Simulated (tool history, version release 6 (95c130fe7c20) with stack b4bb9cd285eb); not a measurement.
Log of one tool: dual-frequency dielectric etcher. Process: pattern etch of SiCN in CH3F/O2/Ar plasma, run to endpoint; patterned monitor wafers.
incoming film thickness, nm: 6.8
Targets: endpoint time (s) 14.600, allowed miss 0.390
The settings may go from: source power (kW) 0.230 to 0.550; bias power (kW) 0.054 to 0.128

run,hour,source power (kW),bias power (kW),endpoint time (s)
1,0.0,0.390,0.091,17.547
2,3.0,0.390,0.080,18.506
3,4.0,0.390,0.097,17.394
4,5.5,0.430,0.097,16.562
5,11.2,0.360,0.097,18.144
6,13.2,0.330,0.097,18.908
7,16.6,0.360,0.099,17.888
8,24.8,0.440,0.107,15.698

4 next moves are on the table. One of them brings every result within its allowed miss. Which?
A,33.0,0.460,0.106,?
B,33.0,0.410,0.105,?
C,33.0,0.540,0.101,?
D,33.0,0.430,0.110,?

move,endpoint time (s)
A,15.636
B,16.586
C,14.775
D,15.923
A: nearer than the last run, and not there yet
B: further off than the last run
C: meets every target
D: further off than the last run
The right move is C.
